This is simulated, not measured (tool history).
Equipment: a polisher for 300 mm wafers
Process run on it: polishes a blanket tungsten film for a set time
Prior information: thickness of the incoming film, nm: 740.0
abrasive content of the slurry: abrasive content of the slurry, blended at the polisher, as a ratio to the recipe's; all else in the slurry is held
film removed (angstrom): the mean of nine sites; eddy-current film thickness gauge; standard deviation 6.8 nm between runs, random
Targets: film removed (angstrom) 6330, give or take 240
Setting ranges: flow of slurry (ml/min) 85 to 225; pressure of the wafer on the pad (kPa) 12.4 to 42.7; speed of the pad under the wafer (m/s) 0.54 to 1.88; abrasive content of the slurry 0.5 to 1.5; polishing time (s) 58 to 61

run,hour,flow of slurry (ml/min),pressure of the wafer on the pad (kPa),speed of the pad under the wafer (m/s),abrasive content of the slurry,polishing time (s),film removed (angstrom)
1,0,145,27.6,1.2,1,58,4209.2
2,5,120,27.6,1.2,1,58,4034.5
3,7.8,120,27.6,1.2,1,61,4319.5
4,9.5,125,29,1.2,1,61,4393.5
5,16.2,95,29,1.2,1,61,4385.2
6,17.4,95,29,1.2,0.85,61,4024.8
7,25.6,100,30.3,1.2,0.85,61,4265.7
8,33.7,105,31.7,1.2,0.85,61,4422
9,38.3,105,33.1,1.2,0.85,61,4647.1
10,43.6,110,34.5,1.2,0.85,61,4834.2
11,51.7,115,35.9,1.2,0.85,61,5043.5
12,55.6,115,36.5,1.2,0.85,61,5093.3
13,60.4,115,37.2,1.2,0.85,61,5112.8
14,65.4,115,37.9,1.22,0.85,61,5242.5
15,69.8,120,38.6,1.24,0.85,61,5594.2
16,77.5,125,39.3,1.24,0.85,61,5640.1
17,82.6,125,40,1.24,0.85,61,5689.6
18,84.7,125,40.7,1.24,0.85,61,5808
19,85.3,125,40.7,1.24,0.85,61,5768.7

5 next moves are on the table. One of them brings every result within its allowed miss. Which?
A,85.9,125,42.7,1.32,0.85,59,?
B,85.9,140,42.7,1.16,0.95,59,?
C,85.9,125,37.2,1.4,0.95,58,?
D,85.9,90,42.7,1.18,1,61,?
E,85.9,140,42.7,1.16,0.9,61,?

move,film removed (angstrom)
A,6200.2
B,5780.9
C,5960.8
D,5659.6
E,5875.1
A: meets every target
B: about the same distance from the targets as the last run
C: an improvement on the last run, though not all results are within tolerance
D: the biggest miss grows against the last run
E: an improvement on the last run, though not all results are within tolerance
A meets every target.

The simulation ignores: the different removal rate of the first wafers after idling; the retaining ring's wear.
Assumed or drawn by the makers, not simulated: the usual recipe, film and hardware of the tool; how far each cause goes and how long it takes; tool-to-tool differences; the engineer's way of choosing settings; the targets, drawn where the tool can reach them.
